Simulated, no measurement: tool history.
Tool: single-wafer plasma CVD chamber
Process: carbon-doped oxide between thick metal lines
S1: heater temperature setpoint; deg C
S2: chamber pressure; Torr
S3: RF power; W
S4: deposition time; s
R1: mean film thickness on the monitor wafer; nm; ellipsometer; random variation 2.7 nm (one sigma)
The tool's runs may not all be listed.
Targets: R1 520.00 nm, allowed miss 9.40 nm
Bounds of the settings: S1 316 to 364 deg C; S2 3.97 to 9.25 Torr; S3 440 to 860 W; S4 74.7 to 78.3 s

run  hour   S1    S2   S3    S4      R1
  1   0.0  340  6.61  650  78.3  475.37
  2   8.9  338  6.80  660  78.3  487.55
  3  16.4  334  6.80  660  78.3  487.37
  4  24.6  333  6.99  670  78.3  492.31
  5  27.9  333  6.99  670  74.7  472.88
  6  35.2  343  6.99  670  74.7  457.93
  7  44.2  340  7.00  690  74.8  471.75
  8  45.1  338  7.04  705  74.9  478.10
  9  49.6  336  7.08  720  75.0  492.85
     51.6  -- thermocouple changed; heater temperature recalibrated
 10  51.6  336  7.08  720  75.0  496.70
 11  58.0  334  7.09  725  75.0  503.34

5 next moves are on the table. One of them brings every result within its allowed miss. Which?
  A  64.4  318  7.42  690  75.4   ?
  B  64.4  334  7.42  715  74.7   ?
  C  64.4  336  6.72  650  78.3   ?
  D  64.4  346  6.81  700  78.3   ?
  E  64.4  330  6.11  720  74.7   ?

move      R1
   A  518.16
   B  496.56
   C  485.25
   D  493.08
   E  496.57
A: meets every target
B: further off than the last run
C: further off than the last run
D: further off than the last run
E: further off than the last run
Move A is the one to make.
